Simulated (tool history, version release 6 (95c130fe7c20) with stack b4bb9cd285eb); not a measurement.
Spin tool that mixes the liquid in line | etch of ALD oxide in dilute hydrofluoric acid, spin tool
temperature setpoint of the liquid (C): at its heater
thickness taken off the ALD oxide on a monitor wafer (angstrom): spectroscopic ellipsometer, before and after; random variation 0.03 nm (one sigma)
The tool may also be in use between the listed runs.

| run | day | temperature setpoint of the liquid (C) | parts of water to one part of 49 % hydrofluoric acid (parts by volume) | time under the liquid (s) | thickness taken off the ALD oxide on a monitor wafer (angstrom) |
|---|---|---|---|---|---|
| 1 | 0.000 | 20.0 | 150 | 30 | 21.102 |
| 2 | 0.321 | 17.0 | 150 | 30 | 18.556 |
| 3 | 0.375 | 17.0 | 105 | 30 | 28.507 |
| 4 | 0.529 | 17.0 | 140 | 30 | 20.201 |
| 5 | 0.617 | 17.0 | 140 | 30 | 20.528 |
| 6 | 0.858 | 19.5 | 140 | 30 | 22.524 |

Forecast run 7:
| 7 | 0.988 | 21.0 | 135 | 30 | ? |

Run 7 gave thickness taken off the ALD oxide on a monitor wafer (angstrom) 24.775.
